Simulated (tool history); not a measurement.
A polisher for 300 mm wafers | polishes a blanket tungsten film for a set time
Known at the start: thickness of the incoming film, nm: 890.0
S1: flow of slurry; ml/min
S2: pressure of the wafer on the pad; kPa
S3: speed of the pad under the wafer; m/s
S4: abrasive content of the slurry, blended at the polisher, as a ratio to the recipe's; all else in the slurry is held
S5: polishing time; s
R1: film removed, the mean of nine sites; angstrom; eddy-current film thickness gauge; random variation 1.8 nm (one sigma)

run,hour,S1,S2,S3,S4,S5,R1
1,0,190,26.2,1.3,1,23,1295.3
2,4,190,26.9,1.3,1,23,1338.8
3,8.5,190,26.9,1.3,1,21,1216.5
4,9.6,190,27.6,1.3,1,21,1256.5
5,12.9,190,27.6,1.3,0.9,21,1194.4
6,16.3,190,21.4,1.3,0.9,21,1015.3
7,23.2,190,23.4,1.3,0.9,21,1084.6

The next listed run, before its measurement:
8,29.8,190,24.8,1.3,0.9,21,?

R1: 1113.5 angstrom

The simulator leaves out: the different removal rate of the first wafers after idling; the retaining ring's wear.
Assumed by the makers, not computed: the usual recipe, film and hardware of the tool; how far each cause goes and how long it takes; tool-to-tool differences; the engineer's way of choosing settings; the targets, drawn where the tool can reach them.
